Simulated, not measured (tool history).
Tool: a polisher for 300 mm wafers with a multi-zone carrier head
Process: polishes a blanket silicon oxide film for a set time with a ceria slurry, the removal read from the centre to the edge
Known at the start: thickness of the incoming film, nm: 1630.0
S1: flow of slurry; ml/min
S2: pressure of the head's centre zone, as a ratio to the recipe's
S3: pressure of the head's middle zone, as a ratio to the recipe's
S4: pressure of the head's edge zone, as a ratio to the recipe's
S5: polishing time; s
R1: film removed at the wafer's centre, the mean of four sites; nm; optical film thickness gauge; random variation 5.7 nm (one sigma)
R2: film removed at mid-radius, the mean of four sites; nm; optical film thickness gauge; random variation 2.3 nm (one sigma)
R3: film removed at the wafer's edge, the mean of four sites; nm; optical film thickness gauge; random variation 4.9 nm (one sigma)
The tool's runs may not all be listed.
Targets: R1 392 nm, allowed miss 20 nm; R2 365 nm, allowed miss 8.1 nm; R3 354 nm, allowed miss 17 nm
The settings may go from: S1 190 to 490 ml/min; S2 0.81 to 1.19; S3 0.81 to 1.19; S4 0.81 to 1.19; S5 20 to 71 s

{"run": 1, "hour": 0.0, "S1": 315, "S2": 1, "S3": 1, "S4": 1, "S5": 45, "R1": 309.32, "R2": 304.06, "R3": 302.11}
{"run": 2, "hour": 6.1, "S1": 325, "S2": 1.04, "S3": 1.03, "S4": 1.04, "S5": 46, "R1": 318.86, "R2": 320.67, "R3": 315.31}
{"run": 3, "hour": 12.3, "S1": 330, "S2": 1.07, "S3": 1.03, "S4": 1.04, "S5": 47, "R1": 337.93, "R2": 321.38, "R3": 321.8}
{"run": 4, "hour": 20.2, "S1": 260, "S2": 1.07, "S3": 1.03, "S4": 1.04, "S5": 47, "R1": 331.11, "R2": 322.98, "R3": 313.76}
{"run": 5, "hour": 25.4, "S1": 270, "S2": 1.1, "S3": 1.05, "S4": 1.05, "S5": 48, "R1": 347.87, "R2": 329.43, "R3": 319.97}
{"run": 6, "hour": 30.0, "S1": 270, "S2": 1.02, "S3": 1.05, "S4": 1.05, "S5": 48, "R1": 320.11, "R2": 329.47, "R3": 317.99}
{"run": 7, "hour": 36.0, "S1": 290, "S2": 1.06, "S3": 1.06, "S4": 1.05, "S5": 49, "R1": 353.2, "R2": 345.86, "R3": 335.72}
{"run": 8, "hour": 38.1, "S1": 290, "S2": 1.06, "S3": 1.06, "S4": 1.05, "S5": 49, "R1": 340.3, "R2": 345.71, "R3": 332.59}
{"run": 9, "hour": 39.6, "S1": 305, "S2": 1.09, "S3": 1.07, "S4": 1.05, "S5": 49, "R1": 356.66, "R2": 348.94, "R3": 330.73}
{"run": 10, "hour": 42.0, "S1": 315, "S2": 1.11, "S3": 1.07, "S4": 1.06, "S5": 49, "R1": 373.45, "R2": 347.68, "R3": 336.24}

4 next moves are on the table. One of them brings every result within its allowed miss. Which?
{"run": "A", "hour": 44.4, "S1": 325, "S2": 1.14, "S3": 1.06, "S4": 1.07, "S5": 51, "R1": "?", "R2": "?", "R3": "?"}
{"run": "B", "hour": 44.4, "S1": 300, "S2": 1.1, "S3": 0.91, "S4": 1.12, "S5": 53, "R1": "?", "R2": "?", "R3": "?"}
{"run": "C", "hour": 44.4, "S1": 385, "S2": 1.05, "S3": 0.95, "S4": 1.19, "S5": 49, "R1": "?", "R2": "?", "R3": "?"}
{"run": "D", "hour": 44.4, "S1": 380, "S2": 1.17, "S3": 0.96, "S4": 1.11, "S5": 49, "R1": "?", "R2": "?", "R3": "?"}

move=A R1=386.82 R2=359.27 R3=355.99
move=B R1=384.07 R2=325.88 R3=375.51
move=C R1=347.33 R2=319.33 R3=362.15
move=D R1=386.9 R2=321.65 R3=351.29
A: meets every target
B: further off than the last run
C: further off than the last run
D: further off than the last run
Move A is the one to make.
